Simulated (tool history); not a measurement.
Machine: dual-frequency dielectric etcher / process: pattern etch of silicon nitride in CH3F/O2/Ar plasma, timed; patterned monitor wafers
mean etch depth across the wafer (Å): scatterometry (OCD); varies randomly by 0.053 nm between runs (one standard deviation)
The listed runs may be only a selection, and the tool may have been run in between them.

run  hour  source power (kW)  bias power (kW)  etch time (s)  mean etch depth across the wafer (Å)
  1     0               0.41            0.072           24.5                                169.45
  2   2.9               0.39            0.071           24.5                                 166.4
  3   6.9               0.37             0.07           24.5                                161.79
  4  13.8               0.37             0.07           22.5                                149.52
  5  22.8               0.37            0.062           22.5                                147.42
  6  23.8               0.37            0.062           22.5                                146.28
  7  26.8               0.38            0.062           22.5                                147.41
  8  32.2               0.39            0.062           22.5                                149.49

For run 9, what comes out?
  9  36.5                0.4            0.062           22.5                                     ?

{"run 9": {"mean etch depth across the wafer (Å)": 150.19}}
